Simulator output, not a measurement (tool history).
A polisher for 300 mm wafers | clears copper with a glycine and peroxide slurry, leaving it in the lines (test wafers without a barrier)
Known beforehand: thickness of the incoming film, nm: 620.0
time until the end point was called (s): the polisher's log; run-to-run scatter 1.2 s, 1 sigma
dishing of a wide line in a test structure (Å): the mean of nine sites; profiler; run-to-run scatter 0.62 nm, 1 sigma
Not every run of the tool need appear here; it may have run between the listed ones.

| run | hour | flow of slurry (ml/min) | pressure of the wafer on the pad (kPa) | speed of the pad under the wafer (cm/s) | overpolish time after the end point (s) | time until the end point was called (s) | dishing of a wide line in a test structure (Å) |
|---|---|---|---|---|---|---|---|
| 1 | 0 | 225 | 15.2 | 106 | 12 | 117.05 | 368.8 |
| 2 | 5.4 | 225 | 15.2 | 106 | 10 | 116.94 | 311.54 |
| 3 | 7.2 | 225 | 15.2 | 106 | 14 | 117.46 | 399.24 |
| 4 | 14.7 | 225 | 11.7 | 106 | 14 | 142.12 | 354.24 |
| 5 | 23.2 | 225 | 13.1 | 106 | 12 | 131.07 | 321.62 |
| 6 | 31 | 225 | 13.8 | 106 | 10 | 123.71 | 274.45 |

Run 7 comes next. What will it give?
| 7 | 39.2 | 225 | 14.5 | 106 | 9 | ? | ? |

time until the end point was called (s): 120.12
dishing of a wide line in a test structure (Å): 272.36
